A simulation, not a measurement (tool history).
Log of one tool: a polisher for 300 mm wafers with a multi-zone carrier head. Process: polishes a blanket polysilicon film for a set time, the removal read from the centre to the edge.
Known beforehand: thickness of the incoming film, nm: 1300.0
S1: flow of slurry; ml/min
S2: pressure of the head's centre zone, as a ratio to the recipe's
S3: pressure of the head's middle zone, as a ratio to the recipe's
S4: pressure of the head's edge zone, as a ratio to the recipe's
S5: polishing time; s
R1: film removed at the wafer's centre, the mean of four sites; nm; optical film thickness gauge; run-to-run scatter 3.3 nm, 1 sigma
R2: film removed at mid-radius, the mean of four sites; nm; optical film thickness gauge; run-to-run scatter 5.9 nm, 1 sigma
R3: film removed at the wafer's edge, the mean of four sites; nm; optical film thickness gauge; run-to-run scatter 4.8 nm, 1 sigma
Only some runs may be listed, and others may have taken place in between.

run  hour   S1    S2    S3    S4  S5      R1      R2      R3
  1     0  155     1     1     1  58  383.06  379.96  395.43
  2   8.3  125     1     1     1  58  368.46  384.98  385.06
  3  14.1  125     1     1  1.05  58  359.07  362.19  397.19
  4    17  125     1  1.05  1.05  58   366.1  389.24  392.26
  5  17.8  125     1  1.05  0.99  58  368.28   389.6  382.26
  6  24.5  125     1  1.05  0.99  52  329.56  344.07  340.83
  7  27.6  125  0.99  1.06     1  53  324.47  358.43  346.99
  8  32.8  125  0.98  1.07  1.01  54  335.95  371.56  358.46
  9  41.6  125  0.97  1.07  1.02  54  326.51  365.98  361.55

What will run 10 give?
 10  45.7  125  0.96  1.08  1.02  54   ?   ?   ?

R1: 328.24 nm
R2: 362.75 nm
R3: 362.42 nm
